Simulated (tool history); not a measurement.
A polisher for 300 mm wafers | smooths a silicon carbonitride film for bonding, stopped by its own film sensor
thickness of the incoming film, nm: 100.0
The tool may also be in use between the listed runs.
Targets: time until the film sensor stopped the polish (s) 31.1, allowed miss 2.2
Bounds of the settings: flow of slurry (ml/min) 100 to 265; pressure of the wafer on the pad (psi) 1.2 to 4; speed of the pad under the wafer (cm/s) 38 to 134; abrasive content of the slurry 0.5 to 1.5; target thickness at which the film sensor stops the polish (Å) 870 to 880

run  hour  flow of slurry (ml/min)  pressure of the wafer on the pad (psi)  speed of the pad under the wafer (cm/s)  abrasive content of the slurry  target thickness at which the film sensor stops the polish (Å)  time until the film sensor stopped the polish (s)
  1     0                      170                                     2.6                                       86                               1                                                             870                                             43.842
  2   6.9                      170                                     2.6                                       86                             1.1                                                             870                                              40.58
  3  13.1                      170                                     2.6                                       86                            1.25                                                             870                                             40.718
  4  18.9                      170                                     2.6                                       86                             1.1                                                             870                                             42.432
  5  23.2                      170                                     2.6                                       86                             1.1                                                             870                                             42.293
     28.1  -- slurry nozzle cleaned
  6  28.1                      150                                     2.6                                       86                             1.1                                                             870                                             42.365
  7  32.4                      150                                     2.7                                       86                             1.1                                                             870                                             40.368
  8  40.5                      150                                     2.8                                       86                             1.1                                                             870                                             37.346
  9  49.3                      150                                     2.8                                       86                             1.1                                                             870                                             38.804
 10  51.9                      150                                     2.9                                       86                             1.1                                                             870                                             37.467
 11  55.6                      150                                       3                                       86                             1.1                                                             870                                             36.586

5 next moves are on the table. One of them brings every result within its allowed miss. Which?
  A  59.3                      140                                     1.9                                      114                             0.9                                                             880                                                  ?
  B  59.3                      180                                     3.4                                       90                             1.2                                                             870                                                  ?
  C  59.3                      100                                     3.8                                      106                             1.2                                                             880                                                  ?
  D  59.3                      165                                       2                                       94                             1.2                                                             880                                                  ?
  E  59.3                      160                                       3                                       76                             1.1                                                             880                                                  ?

move  time until the film sensor stopped the polish (s)
   A                                             41.045
   B                                             29.878
   C                                             25.206
   D                                             40.744
   E                                             36.643
A: further off than the last run
B: meets every target
C: takes the result that was furthest off past its target
D: further off than the last run
E: as far off as the last run
The right move is B.
